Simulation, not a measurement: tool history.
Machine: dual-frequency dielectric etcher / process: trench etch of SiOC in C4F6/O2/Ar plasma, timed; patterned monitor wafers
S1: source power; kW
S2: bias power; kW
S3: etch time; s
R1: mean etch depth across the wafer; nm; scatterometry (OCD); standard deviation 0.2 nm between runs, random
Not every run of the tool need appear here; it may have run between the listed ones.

run,hour,S1,S2,S3,R1
1,0,0.34,0.141,30,53.266
2,5.9,0.36,0.142,30,54.522
3,13.6,0.33,0.142,30,52.514
4,18.4,0.35,0.143,30,53.795
5,21.4,0.3,0.143,30,50.165
6,23.1,0.36,0.143,30,54.744

Expected results for the next run?
7,24.5,0.37,0.143,30,?

{"run 7": {"R1": 55.468}}

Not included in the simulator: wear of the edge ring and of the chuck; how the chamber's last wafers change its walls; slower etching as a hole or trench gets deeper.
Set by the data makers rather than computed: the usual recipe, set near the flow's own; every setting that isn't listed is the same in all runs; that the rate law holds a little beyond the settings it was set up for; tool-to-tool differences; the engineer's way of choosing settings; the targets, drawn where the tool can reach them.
